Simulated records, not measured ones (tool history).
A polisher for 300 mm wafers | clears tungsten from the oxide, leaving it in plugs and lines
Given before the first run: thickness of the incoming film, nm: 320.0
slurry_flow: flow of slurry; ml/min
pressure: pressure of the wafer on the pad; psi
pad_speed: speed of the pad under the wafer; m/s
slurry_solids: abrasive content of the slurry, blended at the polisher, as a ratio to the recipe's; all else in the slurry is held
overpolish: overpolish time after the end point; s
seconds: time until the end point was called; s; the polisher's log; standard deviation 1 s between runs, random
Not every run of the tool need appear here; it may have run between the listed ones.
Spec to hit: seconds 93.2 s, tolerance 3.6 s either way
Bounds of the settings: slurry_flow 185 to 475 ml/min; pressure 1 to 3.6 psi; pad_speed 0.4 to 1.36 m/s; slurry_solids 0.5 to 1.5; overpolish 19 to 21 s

{"run": 1, "hour": 0.0, "slurry_flow": 305, "pressure": 2.3, "pad_speed": 0.88, "slurry_solids": 1, "overpolish": 19, "seconds": 130.42}
{"run": 2, "hour": 8.9, "slurry_flow": 305, "pressure": 2.3, "pad_speed": 0.74, "slurry_solids": 1, "overpolish": 19, "seconds": 148.51}
{"run": 3, "hour": 16.0, "slurry_flow": 305, "pressure": 2.5, "pad_speed": 0.74, "slurry_solids": 1, "overpolish": 19, "seconds": 140.3}
{"run": 4, "hour": 20.5, "slurry_flow": 305, "pressure": 2.3, "pad_speed": 0.74, "slurry_solids": 1, "overpolish": 19, "seconds": 148.83}
{"run": 5, "hour": 27.4, "slurry_flow": 305, "pressure": 2.3, "pad_speed": 0.74, "slurry_solids": 1.15, "overpolish": 19, "seconds": 144.13}
{"run": 6, "hour": 31.9, "slurry_flow": 305, "pressure": 2.5, "pad_speed": 0.74, "slurry_solids": 1.15, "overpolish": 19, "seconds": 134.11}
{"run": 7, "hour": 35.6, "slurry_flow": 305, "pressure": 2.7, "pad_speed": 0.74, "slurry_solids": 1.15, "overpolish": 19, "seconds": 126.95}
{"run": 8, "hour": 41.5, "slurry_flow": 305, "pressure": 2.7, "pad_speed": 0.74, "slurry_solids": 1.15, "overpolish": 19, "seconds": 123.69}
{"run": 9, "hour": 42.7, "slurry_flow": 305, "pressure": 2.8, "pad_speed": 0.74, "slurry_solids": 1.15, "overpolish": 19, "seconds": 119.43}
{"run": 10, "hour": 51.3, "slurry_flow": 305, "pressure": 2.9, "pad_speed": 0.74, "slurry_solids": 1.15, "overpolish": 19, "seconds": 115.72}
{"run": 11, "hour": 51.8, "slurry_flow": 305, "pressure": 3, "pad_speed": 0.74, "slurry_solids": 1.15, "overpolish": 19, "seconds": 112.26}

Pick the move, out of 4, that brings all results within their allowed miss; only one does.
{"run": "A", "hour": 52.3, "slurry_flow": 260, "pressure": 2.7, "pad_speed": 0.66, "slurry_solids": 1.15, "overpolish": 19, "seconds": "?"}
{"run": "B", "hour": 52.3, "slurry_flow": 345, "pressure": 3.4, "pad_speed": 0.88, "slurry_solids": 1.25, "overpolish": 19, "seconds": "?"}
{"run": "C", "hour": 52.3, "slurry_flow": 345, "pressure": 2.8, "pad_speed": 0.56, "slurry_solids": 1.05, "overpolish": 19, "seconds": "?"}
{"run": "D", "hour": 52.3, "slurry_flow": 335, "pressure": 2.9, "pad_speed": 0.94, "slurry_solids": 1.25, "overpolish": 19, "seconds": "?"}

move=A seconds=138.87
move=B seconds=83.624
move=C seconds=152
move=D seconds=92.691
A: lands further from the targets than the last run did
B: pushes the last run's worst result past its target
C: lands further from the targets than the last run did
D: meets every target
D meets every target.
